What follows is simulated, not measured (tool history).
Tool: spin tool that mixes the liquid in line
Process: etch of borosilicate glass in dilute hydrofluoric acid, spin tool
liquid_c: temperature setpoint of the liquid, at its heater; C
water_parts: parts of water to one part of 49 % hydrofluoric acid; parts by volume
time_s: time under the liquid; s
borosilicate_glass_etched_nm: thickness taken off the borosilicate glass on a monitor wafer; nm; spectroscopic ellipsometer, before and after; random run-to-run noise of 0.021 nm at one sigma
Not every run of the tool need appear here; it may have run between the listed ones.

{"run": 1, "hour": 0.0, "liquid_c": 25, "water_parts": 200, "time_s": 15, "borosilicate_glass_etched_nm": 2.6779}
{"run": 2, "hour": 4.7, "liquid_c": 25, "water_parts": 155, "time_s": 15, "borosilicate_glass_etched_nm": 3.6901}
{"run": 3, "hour": 5.3, "liquid_c": 25, "water_parts": 155, "time_s": 15, "borosilicate_glass_etched_nm": 3.6837}
{"run": 4, "hour": 10.3, "liquid_c": 28, "water_parts": 155, "time_s": 15, "borosilicate_glass_etched_nm": 4.1265}
{"run": 5, "hour": 11.1, "liquid_c": 28, "water_parts": 200, "time_s": 15, "borosilicate_glass_etched_nm": 3.0028}
{"run": 6, "hour": 14.1, "liquid_c": 27, "water_parts": 200, "time_s": 15, "borosilicate_glass_etched_nm": 2.9621}
{"run": 7, "hour": 16.6, "liquid_c": 26, "water_parts": 200, "time_s": 15, "borosilicate_glass_etched_nm": 2.8035}
{"run": 8, "hour": 18.0, "liquid_c": 26, "water_parts": 200, "time_s": 15, "borosilicate_glass_etched_nm": 2.8391}
{"run": 9, "hour": 25.7, "liquid_c": 25, "water_parts": 200, "time_s": 15, "borosilicate_glass_etched_nm": 2.7453}

Estimate the outcome of run 10 from the log above:
{"run": 10, "hour": 33.8, "liquid_c": 24, "water_parts": 200, "time_s": 15, "borosilicate_glass_etched_nm": "?"}

{"run 10": {"borosilicate_glass_etched_nm": 2.6136}}
